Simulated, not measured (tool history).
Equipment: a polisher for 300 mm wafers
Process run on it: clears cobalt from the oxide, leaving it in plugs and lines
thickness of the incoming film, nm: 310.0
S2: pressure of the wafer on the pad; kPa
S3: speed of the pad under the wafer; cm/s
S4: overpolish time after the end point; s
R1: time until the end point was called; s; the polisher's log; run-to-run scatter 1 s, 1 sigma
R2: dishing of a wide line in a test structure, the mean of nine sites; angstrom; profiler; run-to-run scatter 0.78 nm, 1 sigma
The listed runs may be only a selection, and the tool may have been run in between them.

Run 1, day 0.000: flow of slurry (ml/min) 230, S2 12.4 kPa, S3 102 cm/s, S4 15 s. Result: R1 72.793 s, R2 341.22 angstrom.
Run 2, day 0.271: flow of slurry (ml/min) 230, S2 11.0 kPa, S3 102 cm/s, S4 17 s. Result: R1 81.896 s, R2 351.86 angstrom.
Run 3, day 0.596: flow of slurry (ml/min) 230, S2 11.0 kPa, S3 102 cm/s, S4 21 s. Result: R1 81.611 s, R2 388.23 angstrom.
Run 4, day 0.729: flow of slurry (ml/min) 230, S2 10.3 kPa, S3 102 cm/s, S4 22 s. Result: R1 86.248 s, R2 386.42 angstrom.
Run 5, day 0.779: flow of slurry (ml/min) 230, S2 9.7 kPa, S3 102 cm/s, S4 22 s. Result: R1 93.361 s, R2 382.91 angstrom.
Run 6, day 0.862: flow of slurry (ml/min) 195, S2 9.7 kPa, S3 102 cm/s, S4 22 s. Result: R1 94.921 s, R2 369.00 angstrom.

Run 7 has not been measured yet. What should we expect?
Run 7, day 1.142: flow of slurry (ml/min) 190, S2 9.7 kPa, S3 102 cm/s, S4 23 s. Result: R1 ?, R2 ?.

For run 7 the tool returned R1 96.242 s, R2 364.46 angstrom.
